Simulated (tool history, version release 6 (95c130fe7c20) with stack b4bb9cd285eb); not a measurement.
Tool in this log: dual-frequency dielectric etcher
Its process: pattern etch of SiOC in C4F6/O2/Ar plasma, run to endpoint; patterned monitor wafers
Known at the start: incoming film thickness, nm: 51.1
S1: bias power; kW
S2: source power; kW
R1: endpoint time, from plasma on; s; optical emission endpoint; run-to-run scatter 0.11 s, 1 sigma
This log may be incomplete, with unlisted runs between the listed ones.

run,hour,S1,S2,R1
1,0,0.413,0.46,16.321
2,6.3,0.372,0.46,17.229
3,10.7,0.354,0.46,18
4,18.2,0.345,0.46,17.875
5,26.2,0.345,0.49,17.424
6,32.4,0.33,0.49,18.033
7,37.8,0.32,0.49,18.182
8,44.2,0.248,0.46,20.638

The next listed run, before its measurement:
9,48.1,0.254,0.46,?

{"run 9": {"R1": 20.709}}

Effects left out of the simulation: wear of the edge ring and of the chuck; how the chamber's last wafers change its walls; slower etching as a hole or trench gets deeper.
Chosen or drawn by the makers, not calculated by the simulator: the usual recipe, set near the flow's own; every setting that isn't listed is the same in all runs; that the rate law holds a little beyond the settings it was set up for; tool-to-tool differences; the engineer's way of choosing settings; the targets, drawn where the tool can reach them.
